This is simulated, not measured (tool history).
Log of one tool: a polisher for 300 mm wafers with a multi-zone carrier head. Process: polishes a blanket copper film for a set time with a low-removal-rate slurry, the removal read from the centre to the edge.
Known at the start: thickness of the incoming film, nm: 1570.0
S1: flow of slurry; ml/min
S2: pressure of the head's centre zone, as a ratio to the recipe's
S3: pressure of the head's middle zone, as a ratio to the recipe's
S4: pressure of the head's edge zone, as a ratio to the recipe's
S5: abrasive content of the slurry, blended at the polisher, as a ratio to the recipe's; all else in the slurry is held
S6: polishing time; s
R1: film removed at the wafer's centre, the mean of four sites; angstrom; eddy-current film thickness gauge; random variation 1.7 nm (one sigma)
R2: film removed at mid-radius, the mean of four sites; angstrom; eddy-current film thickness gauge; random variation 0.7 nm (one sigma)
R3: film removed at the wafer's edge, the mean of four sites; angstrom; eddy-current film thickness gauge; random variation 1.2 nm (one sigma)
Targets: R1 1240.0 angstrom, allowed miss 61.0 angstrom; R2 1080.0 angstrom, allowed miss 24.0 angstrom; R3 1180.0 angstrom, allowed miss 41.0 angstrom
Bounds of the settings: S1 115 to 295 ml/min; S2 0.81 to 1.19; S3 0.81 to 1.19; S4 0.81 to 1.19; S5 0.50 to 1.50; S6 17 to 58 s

Run 1, day 0.000: S1 190 ml/min, S2 1.00, S3 1.00, S4 1.00, S5 1.00, S6 37 s. Result: R1 1464.5 angstrom, R2 1488.7 angstrom, R3 1541.8 angstrom.
Run 2, day 0.050: S1 190 ml/min, S2 1.00, S3 1.04, S4 1.00, S5 1.00, S6 37 s. Result: R1 1485.0 angstrom, R2 1510.9 angstrom, R3 1547.5 angstrom.
Run 3, day 0.425: S1 190 ml/min, S2 1.00, S3 1.00, S4 1.00, S5 1.00, S6 37 s. Result: R1 1497.5 angstrom, R2 1474.9 angstrom, R3 1494.7 angstrom.
Run 4, day 0.692: S1 170 ml/min, S2 0.99, S3 0.94, S4 1.02, S5 0.85, S6 36 s. Result: R1 1357.5 angstrom, R2 1321.5 angstrom, R3 1470.0 angstrom.
Run 5, day 0.875: S1 170 ml/min, S2 1.03, S3 0.94, S4 1.02, S5 0.85, S6 36 s. Result: R1 1421.5 angstrom, R2 1307.1 angstrom, R3 1447.1 angstrom.
Run 6, day 0.988: S1 170 ml/min, S2 0.99, S3 0.94, S4 1.02, S5 0.85, S6 36 s. Result: R1 1378.3 angstrom, R2 1320.8 angstrom, R3 1461.0 angstrom.
Run 7, day 1.188: S1 165 ml/min, S2 1.00, S3 0.91, S4 0.96, S5 0.75, S6 35 s. Result: R1 1326.3 angstrom, R2 1218.3 angstrom, R3 1329.9 angstrom.
Run 8, day 1.242: S1 155 ml/min, S2 0.99, S3 0.88, S4 0.93, S5 0.70, S6 35 s. Result: R1 1251.2 angstrom, R2 1183.1 angstrom, R3 1286.2 angstrom.
Run 9, day 1.479: S1 155 ml/min, S2 0.99, S3 0.88, S4 0.93, S5 0.70, S6 35 s. Result: R1 1263.4 angstrom, R2 1171.1 angstrom, R3 1265.1 angstrom.
Run 10, day 1.579: S1 145 ml/min, S2 1.00, S3 0.86, S4 0.91, S5 0.70, S6 35 s. Result: R1 1277.5 angstrom, R2 1131.8 angstrom, R3 1266.8 angstrom.
Run 11, day 1.821: S1 140 ml/min, S2 1.00, S3 0.85, S4 0.89, S5 0.65, S6 35 s. Result: R1 1254.1 angstrom, R2 1110.4 angstrom, R3 1219.6 angstrom.

4 next moves are on the table. One of them brings every result within its allowed miss. Which?
Run A, day 2.062: S1 140 ml/min, S2 0.99, S3 1.02, S4 0.81, S5 0.65, S6 32 s. Result: R1 ?, R2 ?, R3 ?.
Run B, day 2.062: S1 115 ml/min, S2 1.14, S3 1.00, S4 1.03, S5 0.85, S6 31 s. Result: R1 ?, R2 ?, R3 ?.
Run C, day 2.062: S1 185 ml/min, S2 1.07, S3 0.92, S4 0.81, S5 0.55, S6 32 s. Result: R1 ?, R2 ?, R3 ?.
Run D, day 2.062: S1 160 ml/min, S2 1.07, S3 0.83, S4 0.94, S5 0.60, S6 33 s. Result: R1 ?, R2 ?, R3 ?.

move      R1      R2      R3
   A  1113.4  1138.6  1070.1
   B  1234.0  1086.6  1173.3
   C  1242.0  1093.2  1083.1
   D  1261.7  1046.2  1190.0
A: further off than the last run
B: meets every target
C: brings the result that was furthest off to its target, and leaves another outside
D: takes the result that was furthest off past its target
The right move is B.

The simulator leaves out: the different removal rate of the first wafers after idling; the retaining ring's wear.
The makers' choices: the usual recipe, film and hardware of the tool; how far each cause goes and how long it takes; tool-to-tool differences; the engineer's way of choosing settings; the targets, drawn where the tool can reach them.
